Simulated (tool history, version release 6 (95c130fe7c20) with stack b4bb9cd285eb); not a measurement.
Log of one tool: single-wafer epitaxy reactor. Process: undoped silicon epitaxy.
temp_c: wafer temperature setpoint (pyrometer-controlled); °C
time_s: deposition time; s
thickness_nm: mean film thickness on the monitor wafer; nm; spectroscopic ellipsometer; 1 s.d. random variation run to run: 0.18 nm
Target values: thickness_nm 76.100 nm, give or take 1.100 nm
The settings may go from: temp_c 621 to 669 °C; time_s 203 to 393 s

| run | hour | temp_c | time_s | thickness_nm |
|---|---|---|---|---|
| 1 | 0.0 | 645 | 298 | 45.352 |
| 2 | 7.6 | 645 | 339 | 51.650 |
| 3 | 8.5 | 641 | 339 | 47.453 |
| 4 | 9.4 | 644 | 339 | 50.712 |
| 5 | 12.7 | 647 | 339 | 54.112 |
| 6 | 13.3 | 649 | 339 | 56.099 |
| 7 | 21.1 | 651 | 339 | 58.442 |
| 8 | 21.7 | 653 | 339 | 60.883 |
| 9 | 29.4 | 665 | 340 | 77.859 |

Which of these 5 next moves meets every target?
| A | 37.1 | 666 | 327 | ? |
| B | 37.1 | 668 | 320 | ? |
| C | 37.1 | 661 | 373 | ? |
| D | 37.1 | 665 | 348 | ? |
| E | 37.1 | 665 | 341 | ? |

| move | thickness_nm |
|---|---|
| A | 76.200 |
| B | 77.595 |
| C | 78.636 |
| D | 79.492 |
| E | 77.893 |
A: all results in spec
B: an improvement on the last run, though not all results are within tolerance
C: misses by more than the last run did
D: misses by more than the last run did
E: as far off as the last run
Correct choice: A, which meets every target

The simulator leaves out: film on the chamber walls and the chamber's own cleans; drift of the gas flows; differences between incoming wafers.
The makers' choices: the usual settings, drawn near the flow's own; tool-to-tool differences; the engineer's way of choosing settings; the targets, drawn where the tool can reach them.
